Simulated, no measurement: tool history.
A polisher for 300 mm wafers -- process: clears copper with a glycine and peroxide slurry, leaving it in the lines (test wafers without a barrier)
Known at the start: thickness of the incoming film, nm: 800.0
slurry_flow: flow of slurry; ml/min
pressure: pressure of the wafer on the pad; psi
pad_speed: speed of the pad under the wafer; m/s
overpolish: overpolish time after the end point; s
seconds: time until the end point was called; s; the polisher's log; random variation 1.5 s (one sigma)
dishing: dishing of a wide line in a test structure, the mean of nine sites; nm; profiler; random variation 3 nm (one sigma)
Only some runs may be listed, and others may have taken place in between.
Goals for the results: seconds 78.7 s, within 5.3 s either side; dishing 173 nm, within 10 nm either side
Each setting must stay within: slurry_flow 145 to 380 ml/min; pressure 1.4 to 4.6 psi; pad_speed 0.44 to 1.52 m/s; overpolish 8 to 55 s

Run 1, hour 0: slurry_flow 245 ml/min, pressure 3 psi, pad_speed 0.98 m/s, overpolish 28 s. Result: seconds 109.74 s, dishing 107.76 nm.
Run 2, hour 4.8: slurry_flow 245 ml/min, pressure 3.2 psi, pad_speed 0.98 m/s, overpolish 29 s. Result: seconds 108.6 s, dishing 109.77 nm.
Run 3, hour 11.8: slurry_flow 245 ml/min, pressure 3.3 psi, pad_speed 1.02 m/s, overpolish 31 s. Result: seconds 101.41 s, dishing 125.28 nm.
Run 4, hour 19.5: slurry_flow 245 ml/min, pressure 3.3 psi, pad_speed 1.26 m/s, overpolish 31 s. Result: seconds 86.327 s, dishing 135.83 nm.
Run 5, hour 22.8: slurry_flow 245 ml/min, pressure 3.4 psi, pad_speed 1.26 m/s, overpolish 32 s. Result: seconds 85.122 s, dishing 135.32 nm.
Run 6, hour 26: slurry_flow 305 ml/min, pressure 3.4 psi, pad_speed 1.26 m/s, overpolish 32 s. Result: seconds 82.498 s, dishing 140.88 nm.
Run 7, hour 34.9: slurry_flow 305 ml/min, pressure 3.4 psi, pad_speed 1.26 m/s, overpolish 33 s. Result: seconds 82.278 s, dishing 144.49 nm.
Run 8, hour 41.8: slurry_flow 305 ml/min, pressure 3.4 psi, pad_speed 1.26 m/s, overpolish 34 s. Result: seconds 83.859 s, dishing 140.58 nm.
Run 9, hour 50.1: slurry_flow 305 ml/min, pressure 3.5 psi, pad_speed 1.26 m/s, overpolish 35 s. Result: seconds 81.43 s, dishing 143.93 nm.

4 next moves are on the table. One of them brings every result within its allowed miss. Which?
Run A, hour 58.4: slurry_flow 310 ml/min, pressure 3.5 psi, pad_speed 1.24 m/s, overpolish 31 s. Result: seconds ?, dishing ?.
Run B, hour 58.4: slurry_flow 290 ml/min, pressure 3.7 psi, pad_speed 1.22 m/s, overpolish 33 s. Result: seconds ?, dishing ?.
Run C, hour 58.4: slurry_flow 310 ml/min, pressure 4.2 psi, pad_speed 1.32 m/s, overpolish 26 s. Result: seconds ?, dishing ?.
Run D, hour 58.4: slurry_flow 295 ml/min, pressure 3.8 psi, pad_speed 1.2 m/s, overpolish 45 s. Result: seconds ?, dishing ?.

move  seconds  dishing
   A    81.36   137.19
   B   79.068   144.95
   C   66.477   141.53
   D   78.106   168.48
A: moves away from the targets compared with the last run
B: just as far off the targets as the last run
C: moves away from the targets compared with the last run
D: hits every target within its allowed miss
D is the move that brings every result within its allowed miss.
